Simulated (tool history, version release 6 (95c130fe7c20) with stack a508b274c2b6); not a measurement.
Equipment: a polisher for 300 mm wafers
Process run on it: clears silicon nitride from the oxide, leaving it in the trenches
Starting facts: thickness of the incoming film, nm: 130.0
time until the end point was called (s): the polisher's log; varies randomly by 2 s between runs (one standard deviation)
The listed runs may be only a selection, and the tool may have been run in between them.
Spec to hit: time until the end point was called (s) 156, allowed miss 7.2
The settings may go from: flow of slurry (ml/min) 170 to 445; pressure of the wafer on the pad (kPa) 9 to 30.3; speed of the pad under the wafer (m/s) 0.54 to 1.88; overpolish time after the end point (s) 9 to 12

run    day  flow of slurry (ml/min)  pressure of the wafer on the pad (kPa)  speed of the pad under the wafer (m/s)  overpolish time after the end point (s)  time until the end point was called (s)
  1      0                      285                                    19.3                                     1.2                                       12                                   121.12
  2  0.117                      235                                    19.3                                     1.2                                       12                                   121.94
  3  0.225                      235                                    19.3                                     1.3                                       12                                   110.32
  4  0.529                      235                                    18.6                                     1.3                                       12                                    113.9
  5  0.729                      180                                    18.6                                     1.3                                       12                                    120.8
  6  0.958                      170                                    18.6                                     1.3                                       12                                   120.55
  7  1.133                      170                                    17.9                                     1.3                                       12                                   124.83
  8  1.442                      170                                    17.2                                     1.3                                       12                                   130.42
  9  1.762                      170                                    16.5                                     1.3                                       12                                   134.13
 10  2.004                      170                                    15.9                                     1.3                                       12                                   135.66
 11  2.162                      170                                    12.4                                    1.28                                       12                                   169.43

5 candidate next runs follow, results not yet known. Just one meets every target within its allowed miss. Identify it.
  A  2.321                      205                                      11                                     1.5                                        9                                        ?
  B  2.321                      170                                    13.1                                    1.18                                       12                                        ?
  C  2.321                      170                                    13.1                                    1.12                                       10                                        ?
  D  2.321                      180                                     9.7                                     1.4                                       10                                        ?
  E  2.321                      175                                    12.4                                    1.18                                       12                                        ?

move  time until the end point was called (s)
   A                                   154.52
   B                                   177.41
   C                                   186.61
   D                                   185.76
   E                                   183.78
A: in spec on every target
B: lands further from the targets than the last run did
C: lands further from the targets than the last run did
D: lands further from the targets than the last run did
E: lands further from the targets than the last run did
A is the move that brings every result within its allowed miss.

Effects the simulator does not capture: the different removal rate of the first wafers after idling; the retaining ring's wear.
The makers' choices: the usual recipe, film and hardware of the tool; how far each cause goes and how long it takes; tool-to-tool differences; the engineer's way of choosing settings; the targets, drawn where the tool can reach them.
